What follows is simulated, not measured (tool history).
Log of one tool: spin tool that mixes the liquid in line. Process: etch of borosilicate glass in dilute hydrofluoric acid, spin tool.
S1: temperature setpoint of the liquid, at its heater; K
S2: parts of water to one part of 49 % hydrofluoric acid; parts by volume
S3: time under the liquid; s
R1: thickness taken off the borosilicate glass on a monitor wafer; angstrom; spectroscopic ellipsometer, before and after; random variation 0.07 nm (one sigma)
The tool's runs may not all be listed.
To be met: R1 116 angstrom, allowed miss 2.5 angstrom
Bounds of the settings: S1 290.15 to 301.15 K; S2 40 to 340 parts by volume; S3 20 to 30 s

run 1 day=0 | S1=293.15 S2=190 S3=30 | R1=57.372
run 2 day=0.325 | S1=294.15 S2=180 S3=30 | R1=63.805
run 3 day=0.512 | S1=295.15 S2=175 S3=30 | R1=67.623
run 4 day=0.538 | S1=295.65 S2=170 S3=30 | R1=72.1
run 5 day=0.658 | S1=296.15 S2=165 S3=30 | R1=76.471
run 6 day=0.967 | S1=296.65 S2=160 S3=30 | R1=81.439
run 7 day=1.212 | S1=296.65 S2=160 S3=30 | R1=81.037
run 8 day=1.421 | S1=297.15 S2=155 S3=30 | R1=85.233
run 9 day=1.738 | S1=301.15 S2=125 S3=30 | R1=126.23

Which of these 4 next moves meets every target?
run A day=2.054 | S1=301.15 S2=115 S3=30 | R1=?
run B day=2.054 | S1=299.65 S2=110 S3=25 | R1=?
run C day=2.054 | S1=299.15 S2=110 S3=30 | R1=?
run D day=2.054 | S1=299.15 S2=135 S3=30 | R1=?

move=A R1=141.26
move=B R1=116.93
move=C R1=137.63
move=D R1=108.85
A: further off than the last run
B: meets every target
C: further off than the last run
D: takes the result that was furthest off past its target
The right move is B.
